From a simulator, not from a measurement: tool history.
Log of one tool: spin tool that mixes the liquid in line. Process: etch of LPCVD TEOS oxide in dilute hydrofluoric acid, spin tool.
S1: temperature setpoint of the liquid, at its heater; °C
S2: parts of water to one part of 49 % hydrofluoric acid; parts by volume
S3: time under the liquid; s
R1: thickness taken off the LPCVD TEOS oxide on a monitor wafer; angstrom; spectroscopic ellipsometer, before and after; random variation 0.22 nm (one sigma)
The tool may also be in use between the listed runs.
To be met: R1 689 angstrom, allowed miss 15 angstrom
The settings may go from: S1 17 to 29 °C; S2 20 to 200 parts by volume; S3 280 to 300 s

| run | day | S1 | S2 | S3 | R1 |
|---|---|---|---|---|---|
| 1 | 0 | 21 | 110 | 280 | 510.54 |
| 2 | 0.329 | 21 | 130 | 280 | 422.88 |
| 3 | 0.429 | 23 | 125 | 280 | 473.47 |
| 4 | 0.542 | 23 | 110 | 280 | 552.63 |
| 5 | 0.875 | 20.5 | 110 | 280 | 495.79 |
| 6 | 1.179 | 22 | 110 | 280 | 530.68 |
| 7 | 1.429 | 23.5 | 110 | 280 | 559.9 |
| 8 | 1.471 | 24.5 | 110 | 280 | 586.33 |
| 9 | 1.692 | 24.5 | 110 | 280 | 584.16 |

5 next moves are on the table. One of them brings every result within its allowed miss. Which?
| A | 1.912 | 21.5 | 85 | 280 | ? |
| B | 1.912 | 25 | 100 | 300 | ? |
| C | 1.912 | 25.5 | 100 | 295 | ? |
| D | 1.912 | 25.5 | 95 | 280 | ? |
| E | 1.912 | 19.5 | 80 | 300 | ? |

| move | R1 |
|---|---|
| A | 695.58 |
| B | 713.76 |
| C | 715.63 |
| D | 720.05 |
| E | 733.94 |
A: meets every target
B: takes the result that was furthest off past its target
C: takes the result that was furthest off past its target
D: takes the result that was furthest off past its target
E: takes the result that was furthest off past its target
The right move is A.

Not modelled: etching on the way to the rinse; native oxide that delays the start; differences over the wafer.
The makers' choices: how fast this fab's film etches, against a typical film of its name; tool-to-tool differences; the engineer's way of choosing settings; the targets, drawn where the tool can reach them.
